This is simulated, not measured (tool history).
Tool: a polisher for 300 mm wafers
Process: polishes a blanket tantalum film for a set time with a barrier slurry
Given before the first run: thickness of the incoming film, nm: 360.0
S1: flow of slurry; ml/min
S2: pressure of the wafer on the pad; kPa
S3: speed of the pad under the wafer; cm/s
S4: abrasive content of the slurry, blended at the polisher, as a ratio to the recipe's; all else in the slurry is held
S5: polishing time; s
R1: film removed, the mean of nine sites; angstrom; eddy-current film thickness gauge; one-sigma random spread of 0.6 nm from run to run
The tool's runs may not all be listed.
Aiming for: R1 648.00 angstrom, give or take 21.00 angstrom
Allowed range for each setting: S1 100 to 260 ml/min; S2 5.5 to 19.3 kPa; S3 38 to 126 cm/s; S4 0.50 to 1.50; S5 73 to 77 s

Run 1, day 0.000: S1 165 ml/min, S2 12.4 kPa, S3 82 cm/s, S4 1.00, S5 73 s. Result: R1 1072.60 angstrom.
Run 2, day 0.338: S1 195 ml/min, S2 12.4 kPa, S3 82 cm/s, S4 1.00, S5 73 s. Result: R1 1093.20 angstrom.
Run 3, day 0.604: S1 195 ml/min, S2 15.2 kPa, S3 82 cm/s, S4 1.00, S5 73 s. Result: R1 1306.10 angstrom.
Run 4, day 0.638: S1 195 ml/min, S2 11.7 kPa, S3 80 cm/s, S4 1.00, S5 73 s. Result: R1 1018.80 angstrom.
Run 5, day 0.879: S1 195 ml/min, S2 9.7 kPa, S3 80 cm/s, S4 1.00, S5 73 s. Result: R1 885.97 angstrom.
Run 6, day 1.188: S1 190 ml/min, S2 8.3 kPa, S3 80 cm/s, S4 1.00, S5 73 s. Result: R1 782.41 angstrom.
Run 7, day 1.354: S1 185 ml/min, S2 7.6 kPa, S3 80 cm/s, S4 1.00, S5 73 s. Result: R1 723.15 angstrom.
Run 8, day 1.667: S1 170 ml/min, S2 7.6 kPa, S3 80 cm/s, S4 1.00, S5 73 s. Result: R1 704.20 angstrom.
Run 9, day 1.788: S1 160 ml/min, S2 7.6 kPa, S3 80 cm/s, S4 1.00, S5 73 s. Result: R1 685.68 angstrom.
Run 10, day 1.983: S1 155 ml/min, S2 7.6 kPa, S3 80 cm/s, S4 1.00, S5 73 s. Result: R1 678.69 angstrom.
Run 11, day 2.038: S1 150 ml/min, S2 7.6 kPa, S3 80 cm/s, S4 1.00, S5 73 s. Result: R1 694.55 angstrom.
Run 12, day 2.242: S1 145 ml/min, S2 7.6 kPa, S3 80 cm/s, S4 1.00, S5 73 s. Result: R1 686.92 angstrom.
Run 13, day 2.462: S1 140 ml/min, S2 7.6 kPa, S3 80 cm/s, S4 1.00, S5 73 s. Result: R1 676.61 angstrom.
Run 14, day 2.654: S1 125 ml/min, S2 6.9 kPa, S3 80 cm/s, S4 1.00, S5 73 s. Result: R1 624.12 angstrom.
Run 15, day 2.967: S1 130 ml/min, S2 6.9 kPa, S3 80 cm/s, S4 1.00, S5 73 s. Result: R1 630.13 angstrom.
Run 16, day 3.158: S1 130 ml/min, S2 6.9 kPa, S3 80 cm/s, S4 1.00, S5 73 s. Result: R1 613.23 angstrom.

Which single option among these 4 for the next run brings every result within its allowed miss of target? Just one does.
Run A, day 3.350: S1 115 ml/min, S2 6.2 kPa, S3 84 cm/s, S4 0.95, S5 75 s. Result: R1 ?.
Run B, day 3.350: S1 140 ml/min, S2 6.2 kPa, S3 84 cm/s, S4 1.10, S5 76 s. Result: R1 ?.
Run C, day 3.350: S1 105 ml/min, S2 6.2 kPa, S3 82 cm/s, S4 1.20, S5 75 s. Result: R1 ?.
Run D, day 3.350: S1 140 ml/min, S2 6.2 kPa, S3 80 cm/s, S4 0.90, S5 75 s. Result: R1 ?.

move      R1
   A  609.65
   B  663.39
   C  604.37
   D  603.30
A: moves away from the targets compared with the last run
B: hits every target within its allowed miss
C: moves away from the targets compared with the last run
D: moves away from the targets compared with the last run
Correct choice: B, which meets every target
